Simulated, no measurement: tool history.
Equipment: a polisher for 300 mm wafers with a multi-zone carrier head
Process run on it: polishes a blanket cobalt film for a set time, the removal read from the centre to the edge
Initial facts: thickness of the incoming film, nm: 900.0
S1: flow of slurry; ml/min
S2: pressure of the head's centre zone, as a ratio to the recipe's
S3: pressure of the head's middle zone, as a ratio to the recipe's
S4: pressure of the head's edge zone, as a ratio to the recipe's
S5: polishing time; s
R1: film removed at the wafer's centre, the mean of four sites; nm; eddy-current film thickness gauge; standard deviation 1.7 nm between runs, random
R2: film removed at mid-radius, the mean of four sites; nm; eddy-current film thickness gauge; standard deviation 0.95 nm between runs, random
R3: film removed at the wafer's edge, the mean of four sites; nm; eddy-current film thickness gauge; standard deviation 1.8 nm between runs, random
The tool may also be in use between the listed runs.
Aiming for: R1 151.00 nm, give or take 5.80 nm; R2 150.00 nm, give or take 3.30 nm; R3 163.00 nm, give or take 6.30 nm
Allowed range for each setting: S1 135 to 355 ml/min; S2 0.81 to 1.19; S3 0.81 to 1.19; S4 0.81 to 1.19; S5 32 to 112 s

run,hour,S1,S2,S3,S4,S5,R1,R2,R3
1,0.0,225,1.00,1.00,1.00,72,288.94,288.42,296.29
2,4.2,225,1.00,1.00,1.00,85,349.85,338.28,347.55
3,10.0,220,0.99,0.98,0.98,78,308.50,305.72,313.77
4,18.2,180,0.99,0.98,0.98,78,300.31,297.91,306.09
5,23.0,175,0.99,0.96,0.97,73,280.71,275.27,283.86
6,26.1,175,0.99,0.96,0.97,80,310.52,302.32,312.19
7,28.4,170,0.99,0.94,0.96,74,279.20,267.31,285.75
8,34.8,165,0.98,0.93,0.94,70,262.17,252.25,269.60
9,35.7,160,0.98,0.93,0.93,66,242.77,233.34,245.95
10,38.2,160,0.97,0.92,0.92,63,233.28,223.52,234.79
11,44.1,140,0.87,0.83,0.88,43,140.29,137.64,156.97
12,47.0,150,0.87,0.83,0.88,43,140.14,139.67,156.32
13,55.7,215,0.91,0.85,0.92,44,158.43,153.52,170.75

Exercise: of the 5 proposed moves below, exactly one satisfies all targets within the stated allowed misses. Which move is it?
A,64.4,225,0.86,0.90,0.93,44,?,?,?
B,64.4,210,0.90,0.88,0.91,42,?,?,?
C,64.4,230,0.89,0.88,1.01,44,?,?,?
D,64.4,255,1.01,0.93,0.82,40,?,?,?
E,64.4,205,0.89,0.81,0.98,45,?,?,?

move,R1,R2,R3
A,153.59,163.47,173.67
B,152.03,151.85,163.24
C,159.43,160.83,180.52
D,166.84,154.79,151.30
E,160.43,151.53,180.41
A: the furthest-off result lands on target, but another misses its tolerance
B: all results in spec
C: misses by more than the last run did
D: misses by more than the last run did
E: misses by more than the last run did
The right move is B.
